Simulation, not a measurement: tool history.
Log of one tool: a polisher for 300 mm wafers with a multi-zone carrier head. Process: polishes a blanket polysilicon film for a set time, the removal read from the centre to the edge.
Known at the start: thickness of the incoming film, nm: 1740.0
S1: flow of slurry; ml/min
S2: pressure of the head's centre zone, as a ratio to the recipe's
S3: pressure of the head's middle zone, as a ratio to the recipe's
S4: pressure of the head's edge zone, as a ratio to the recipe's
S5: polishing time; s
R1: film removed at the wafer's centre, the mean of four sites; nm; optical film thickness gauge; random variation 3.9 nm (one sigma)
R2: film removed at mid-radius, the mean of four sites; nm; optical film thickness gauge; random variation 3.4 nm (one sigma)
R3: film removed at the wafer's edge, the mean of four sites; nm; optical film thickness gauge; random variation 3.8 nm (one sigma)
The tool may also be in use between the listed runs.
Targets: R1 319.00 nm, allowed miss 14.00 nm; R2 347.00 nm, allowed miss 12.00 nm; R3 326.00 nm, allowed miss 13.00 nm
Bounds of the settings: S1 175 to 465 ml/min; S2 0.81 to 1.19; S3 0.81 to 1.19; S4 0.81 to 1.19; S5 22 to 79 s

run,hour,S1,S2,S3,S4,S5,R1,R2,R3
1,0.0,295,1.00,1.00,1.00,50,482.10,485.26,479.93
2,1.1,295,0.98,1.00,0.97,46,432.99,445.49,443.95
3,6.0,295,0.98,1.01,0.95,43,408.15,420.25,402.22
4,12.8,295,0.98,1.01,0.95,52,487.79,502.37,499.45
5,17.3,295,0.97,1.01,0.95,48,457.17,479.34,471.58
6,26.3,290,0.97,1.01,0.95,44,411.64,431.23,421.33
7,33.8,290,0.97,1.01,0.95,41,387.54,394.92,395.78
8,36.8,280,0.91,1.04,0.85,33,285.53,327.38,297.84
9,43.7,290,0.92,1.04,0.87,33,300.29,332.52,299.81
10,44.9,290,0.92,1.04,0.89,33,299.74,332.24,314.01

4 next moves are on the table. One of them brings every result within its allowed miss. Which?
A,46.1,290,0.91,1.03,0.94,33,?,?,?
B,46.1,265,1.01,1.05,0.86,32,?,?,?
C,46.1,345,1.05,1.03,0.83,32,?,?,?
D,46.1,240,0.98,1.06,0.97,35,?,?,?

move,R1,R2,R3
A,291.48,325.26,313.24
B,304.23,316.52,289.23
C,323.94,320.78,290.86
D,320.00,344.18,331.17
A: further off than the last run
B: further off than the last run
C: brings the result that was furthest off to its target, and leaves another outside
D: meets every target
Answer: D

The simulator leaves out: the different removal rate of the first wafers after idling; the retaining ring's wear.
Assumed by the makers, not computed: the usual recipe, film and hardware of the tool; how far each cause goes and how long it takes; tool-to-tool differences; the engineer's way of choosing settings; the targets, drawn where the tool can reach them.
